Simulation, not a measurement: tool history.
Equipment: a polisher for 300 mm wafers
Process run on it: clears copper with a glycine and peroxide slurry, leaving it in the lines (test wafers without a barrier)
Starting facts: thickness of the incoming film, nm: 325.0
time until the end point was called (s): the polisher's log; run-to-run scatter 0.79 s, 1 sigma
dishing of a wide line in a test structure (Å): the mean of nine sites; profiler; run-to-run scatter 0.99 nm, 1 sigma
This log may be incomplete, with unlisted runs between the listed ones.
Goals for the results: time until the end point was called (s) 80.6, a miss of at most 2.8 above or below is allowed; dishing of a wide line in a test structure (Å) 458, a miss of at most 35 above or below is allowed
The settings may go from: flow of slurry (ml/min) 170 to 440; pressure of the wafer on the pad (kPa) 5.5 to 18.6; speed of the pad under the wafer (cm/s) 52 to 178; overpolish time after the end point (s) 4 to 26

run,hour,flow of slurry (ml/min),pressure of the wafer on the pad (kPa),speed of the pad under the wafer (cm/s),overpolish time after the end point (s),time until the end point was called (s),dishing of a wide line in a test structure (Å)
1,0,280,11.7,114,13,101.82,272.72
2,1.3,280,13.1,114,13,94.493,285.23
3,8.1,280,11.7,114,13,102.9,261.79
4,15.3,280,11.7,114,16,103.55,312.59
5,21.1,280,12.4,114,16,98.628,322.96
6,28.7,280,12.4,114,13,96.645,274.54
7,32.7,280,12.4,114,13,96.956,272.57
8,33.5,280,13.1,114,14,93.298,300.37
9,36.3,280,13.1,114,15,94.628,301.37
# hour 38.6: worn pad replaced by a new one
10,38.6,285,16.5,116,21,73.317,484.14

Which one of the following 4 next-run settings gets every result inside its allowed miss? There is exactly one.
A,40.9,175,15.2,160,21,?,?
B,40.9,280,13.8,116,18,?,?
C,40.9,280,15.9,108,25,?,?
D,40.9,330,13.8,124,22,?,?

move,time until the end point was called (s),dishing of a wide line in a test structure (Å)
A,63.576,509.09
B,84.801,386.88
C,80.28,503.45
D,79.223,460.74
A: misses by more than the last run did
B: takes the result that was furthest off past its target
C: gets the furthest-off result to its target, but another result is out of tolerance
D: every result within its allowed miss
So the answer is move D, the one that meets all the targets.

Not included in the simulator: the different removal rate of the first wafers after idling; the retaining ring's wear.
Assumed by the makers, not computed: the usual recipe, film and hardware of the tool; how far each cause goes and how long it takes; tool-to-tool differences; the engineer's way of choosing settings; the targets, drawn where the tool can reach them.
